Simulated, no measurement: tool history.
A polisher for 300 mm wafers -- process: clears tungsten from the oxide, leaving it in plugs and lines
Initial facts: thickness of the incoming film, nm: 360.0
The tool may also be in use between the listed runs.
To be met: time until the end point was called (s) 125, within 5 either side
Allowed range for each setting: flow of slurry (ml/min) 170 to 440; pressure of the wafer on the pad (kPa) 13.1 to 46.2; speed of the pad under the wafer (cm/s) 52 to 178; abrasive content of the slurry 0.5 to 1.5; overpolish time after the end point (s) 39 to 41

run  hour  flow of slurry (ml/min)  pressure of the wafer on the pad (kPa)  speed of the pad under the wafer (cm/s)  abrasive content of the slurry  overpolish time after the end point (s)  time until the end point was called (s)
  1     0                      280                                    29.6                                      114                               1                                       39                                   68.572
  2   4.3                      280                                    24.1                                      112                               1                                       39                                   78.238
  3   6.4                      280                                    20.7                                      104                               1                                       39                                   90.975
  4   7.9                      210                                    20.7                                      104                               1                                       39                                   95.453
  5  10.8                      210                                    17.9                                      100                               1                                       39                                   104.55
  6  14.6                      210                                    17.9                                      100                               1                                       39                                    104.2
  7  19.2                      210                                    16.5                                       98                               1                                       39                                   109.37
  8  21.9                      210                                    15.2                                       96                               1                                       39                                   117.33

Which single option among these 4 for the next run brings every result within its allowed miss of target? Just one does.
  A  24.6                      225                                    13.1                                      106                               1                                       39                                        ?
  B  24.6                      210                                    19.3                                       94                             0.8                                       41                                        ?
  C  24.6                      210                                    14.5                                      112                             0.8                                       39                                        ?
  D  24.6                      255                                    15.2                                       92                            0.85                                       41                                        ?

move  time until the end point was called (s)
   A                                   115.61
   B                                   113.35
   C                                   113.31
   D                                   125.16
A: lands further from the targets than the last run did
B: lands further from the targets than the last run did
C: lands further from the targets than the last run did
D: each result inside its tolerance
Go with D: it meets all targets.

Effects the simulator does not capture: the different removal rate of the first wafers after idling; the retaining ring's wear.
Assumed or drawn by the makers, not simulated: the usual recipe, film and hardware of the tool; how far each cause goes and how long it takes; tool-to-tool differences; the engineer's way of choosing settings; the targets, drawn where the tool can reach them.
